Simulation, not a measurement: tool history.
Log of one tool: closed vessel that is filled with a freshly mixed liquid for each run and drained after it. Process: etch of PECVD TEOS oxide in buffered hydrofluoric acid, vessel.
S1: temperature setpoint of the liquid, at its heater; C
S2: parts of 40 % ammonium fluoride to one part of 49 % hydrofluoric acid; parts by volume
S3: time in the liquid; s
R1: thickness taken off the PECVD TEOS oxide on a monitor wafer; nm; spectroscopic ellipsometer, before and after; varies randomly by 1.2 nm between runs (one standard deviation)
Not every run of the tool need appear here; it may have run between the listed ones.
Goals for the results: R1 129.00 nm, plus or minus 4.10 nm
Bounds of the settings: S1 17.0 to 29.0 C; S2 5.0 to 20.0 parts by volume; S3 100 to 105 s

run 1 day=0.000 | S1=21.0 S2=12.0 S3=100 | R1=157.68
run 2 day=0.138 | S1=21.0 S2=11.0 S3=100 | R1=175.81
run 3 day=0.262 | S1=21.0 S2=14.0 S3=100 | R1=138.01
run 4 day=0.321 | S1=21.0 S2=12.5 S3=100 | R1=152.58
run 5 day=0.512 | S1=20.5 S2=12.5 S3=100 | R1=148.45
run 6 day=0.688 | S1=20.5 S2=12.5 S3=100 | R1=149.96
run 7 day=0.712 | S1=20.0 S2=12.5 S3=100 | R1=143.64
run 8 day=0.962 | S1=19.0 S2=12.5 S3=100 | R1=136.47

Exercise: of the 4 proposed moves below, exactly one satisfies all targets within the stated allowed misses. Which move is it?
run A day=1.212 | S1=17.0 S2=11.0 S3=105 | R1=?
run B day=1.212 | S1=17.0 S2=12.0 S3=100 | R1=?
run C day=1.212 | S1=18.0 S2=11.5 S3=100 | R1=?
run D day=1.212 | S1=19.0 S2=11.5 S3=100 | R1=?

move=A R1=144.57
move=B R1=126.46
move=C R1=139.56
move=D R1=147.69
A: misses by more than the last run did
B: hits every target within its allowed miss
C: misses by more than the last run did
D: misses by more than the last run did
Go with B: it meets all targets.

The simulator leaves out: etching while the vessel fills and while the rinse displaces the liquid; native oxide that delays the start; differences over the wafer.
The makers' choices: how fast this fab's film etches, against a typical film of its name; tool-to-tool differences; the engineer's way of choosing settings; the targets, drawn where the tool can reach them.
